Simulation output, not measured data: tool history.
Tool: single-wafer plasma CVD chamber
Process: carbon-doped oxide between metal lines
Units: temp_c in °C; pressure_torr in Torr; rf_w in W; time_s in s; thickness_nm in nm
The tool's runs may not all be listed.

{"run": 1, "day": 0.0, "temp_c": 355, "pressure_torr": 5.13, "rf_w": 385, "time_s": 16.7, "thickness_nm": 76.119}
{"run": 2, "day": 0.258, "temp_c": 360, "pressure_torr": 5.13, "rf_w": 385, "time_s": 16.7, "thickness_nm": 75.324}
{"run": 3, "day": 0.342, "temp_c": 360, "pressure_torr": 5.13, "rf_w": 345, "time_s": 16.7, "thickness_nm": 70.706}
{"run": 4, "day": 0.496, "temp_c": 358, "pressure_torr": 5.44, "rf_w": 380, "time_s": 16.7, "thickness_nm": 75.2}
{"run": 5, "day": 0.712, "temp_c": 358, "pressure_torr": 5.44, "rf_w": 380, "time_s": 16.7, "thickness_nm": 75.572}
{"run": 6, "day": 0.954, "temp_c": 356, "pressure_torr": 5.61, "rf_w": 405, "time_s": 16.7, "thickness_nm": 78.89}

The next listed run, before its measurement:
{"run": 7, "day": 1.033, "temp_c": 355, "pressure_torr": 5.67, "rf_w": 420, "time_s": 16.7, "thickness_nm": "?"}

{"run 7": {"thickness_nm": 80.696}}

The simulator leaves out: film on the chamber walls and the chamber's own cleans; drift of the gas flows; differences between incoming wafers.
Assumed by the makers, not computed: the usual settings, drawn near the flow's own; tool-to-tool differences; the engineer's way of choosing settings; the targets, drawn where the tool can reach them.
